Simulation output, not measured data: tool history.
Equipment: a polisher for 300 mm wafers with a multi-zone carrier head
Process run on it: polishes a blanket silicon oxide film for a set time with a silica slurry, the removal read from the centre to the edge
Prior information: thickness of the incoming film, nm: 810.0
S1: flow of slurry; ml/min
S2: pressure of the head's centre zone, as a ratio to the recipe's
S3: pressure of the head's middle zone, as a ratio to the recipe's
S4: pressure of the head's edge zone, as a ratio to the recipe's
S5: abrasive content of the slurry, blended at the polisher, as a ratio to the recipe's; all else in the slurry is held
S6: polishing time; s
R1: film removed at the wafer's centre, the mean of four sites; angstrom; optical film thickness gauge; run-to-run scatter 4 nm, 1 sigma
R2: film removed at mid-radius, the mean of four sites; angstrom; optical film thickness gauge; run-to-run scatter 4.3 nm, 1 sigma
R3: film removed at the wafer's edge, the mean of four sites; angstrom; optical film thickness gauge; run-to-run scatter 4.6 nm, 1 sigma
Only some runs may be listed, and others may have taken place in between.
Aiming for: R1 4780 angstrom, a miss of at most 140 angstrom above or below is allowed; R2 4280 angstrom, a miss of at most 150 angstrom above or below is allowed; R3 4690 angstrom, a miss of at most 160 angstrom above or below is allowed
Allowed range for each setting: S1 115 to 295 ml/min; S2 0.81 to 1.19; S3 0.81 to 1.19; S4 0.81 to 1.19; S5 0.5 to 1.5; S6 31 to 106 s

run 1 hour=0 | S1=190 S2=1 S3=1 S4=1 S5=1 S6=68 | R1=2795.8 R2=2746.2 R3=2843.1
run 2 hour=1.2 | S1=190 S2=1 S3=1 S4=0.92 S5=1 S6=68 | R1=2804.6 R2=2765.5 R3=2677.9
run 3 hour=4.4 | S1=200 S2=1.04 S3=1.02 S4=0.99 S5=1.15 S6=71 | R1=3298.7 R2=3190.6 R3=3143.5
run 4 hour=11.5 | S1=205 S2=1.06 S3=1.02 S4=1.04 S5=1.25 S6=74 | R1=3561.5 R2=3453.8 R3=3436.3
run 5 hour=16.5 | S1=245 S2=1.06 S3=1.02 S4=1.04 S5=1.25 S6=74 | R1=3683.6 R2=3517 R3=3540.6
run 6 hour=20 | S1=245 S2=1.12 S3=1.02 S4=1.04 S5=1.25 S6=74 | R1=3819.8 R2=3431 R3=3527.1
run 7 hour=26.1 | S1=250 S2=1.12 S3=1.01 S4=1.08 S5=1.35 S6=77 | R1=4175.3 R2=3766.1 R3=3826.6
run 8 hour=29.2 | S1=200 S2=1.06 S3=0.91 S4=1.15 S5=1.5 S6=91 | R1=4666.6 R2=4106.6 R3=4700.4
run 9 hour=36.9 | S1=205 S2=1.06 S3=0.92 S4=1.14 S5=1.5 S6=91 | R1=4799.3 R2=4099.8 R3=4737.6

Which single option among these 5 for the next run brings every result within its allowed miss of target? Just one does.
run A hour=44.6 | S1=175 S2=1.07 S3=0.85 S4=1.16 S5=1.4 S6=99 | R1=? R2=? R3=?
run B hour=44.6 | S1=225 S2=1.06 S3=1.04 S4=1.19 S5=1.15 S6=101 | R1=? R2=? R3=?
run C hour=44.6 | S1=200 S2=1.08 S3=0.97 S4=1.14 S5=1.35 S6=94 | R1=? R2=? R3=?
run D hour=44.6 | S1=200 S2=1.08 S3=0.82 S4=1.14 S5=1.5 S6=92 | R1=? R2=? R3=?
run E hour=44.6 | S1=190 S2=1.08 S3=0.94 S4=1.02 S5=1.25 S6=96 | R1=? R2=? R3=?

move=A R1=4842.7 R2=4026.1 R3=4950.7
move=B R1=4733.3 R2=4669.2 R3=4845.3
move=C R1=4693.2 R2=4303.3 R3=4668.4
move=D R1=4775.4 R2=3813.9 R3=4764.7
move=E R1=4602.6 R2=4116 R3=4374.1
A: its largest miss is bigger than the last run's
B: takes the result that was furthest off past its target
C: each result inside its tolerance
D: its largest miss is bigger than the last run's
E: its largest miss is bigger than the last run's
C is the move that brings every result within its allowed miss.

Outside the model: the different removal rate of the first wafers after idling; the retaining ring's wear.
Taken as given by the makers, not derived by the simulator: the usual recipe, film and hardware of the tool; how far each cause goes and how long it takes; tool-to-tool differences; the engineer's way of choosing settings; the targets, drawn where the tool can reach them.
